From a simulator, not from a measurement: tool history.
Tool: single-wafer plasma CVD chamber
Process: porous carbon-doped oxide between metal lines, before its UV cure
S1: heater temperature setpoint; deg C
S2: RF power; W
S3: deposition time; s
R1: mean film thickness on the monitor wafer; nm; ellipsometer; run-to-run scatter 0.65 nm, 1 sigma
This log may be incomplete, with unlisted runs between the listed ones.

{"run": 1, "hour": 0.0, "S1": 290, "S2": 650, "S3": 29.8, "R1": 199.33}
{"run": 2, "hour": 4.6, "S1": 290, "S2": 650, "S3": 29.8, "R1": 198.17}
{"run": 3, "hour": 9.0, "S1": 281, "S2": 650, "S3": 29.8, "R1": 211.52}
{"run": 4, "hour": 16.2, "S1": 289, "S2": 645, "S3": 29.8, "R1": 200.56}
{"run": 5, "hour": 21.4, "S1": 289, "S2": 645, "S3": 29.8, "R1": 199.51}
{"run": 6, "hour": 26.2, "S1": 278, "S2": 645, "S3": 29.8, "R1": 214.22}
{"run": 7, "hour": 33.7, "S1": 287, "S2": 640, "S3": 29.8, "R1": 199.76}
{"run": 8, "hour": 35.1, "S1": 293, "S2": 635, "S3": 29.8, "R1": 192.46}
{"run": 9, "hour": 41.4, "S1": 297, "S2": 635, "S3": 29.8, "R1": 187.58}
{"run": 10, "hour": 49.4, "S1": 300, "S2": 635, "S3": 29.8, "R1": 183.06}
{"run": 11, "hour": 54.1, "S1": 302, "S2": 635, "S3": 29.8, "R1": 181.01}
{"run": 12, "hour": 61.7, "S1": 303, "S2": 635, "S3": 29.8, "R1": 179.82}
{"run": 13, "hour": 64.8, "S1": 303, "S2": 635, "S3": 29.8, "R1": 180.48}

Predict the results of run 14:
{"run": 14, "hour": 67.3, "S1": 304, "S2": 635, "S3": 29.8, "R1": "?"}

Run 14 measured R1 179.75 nm.
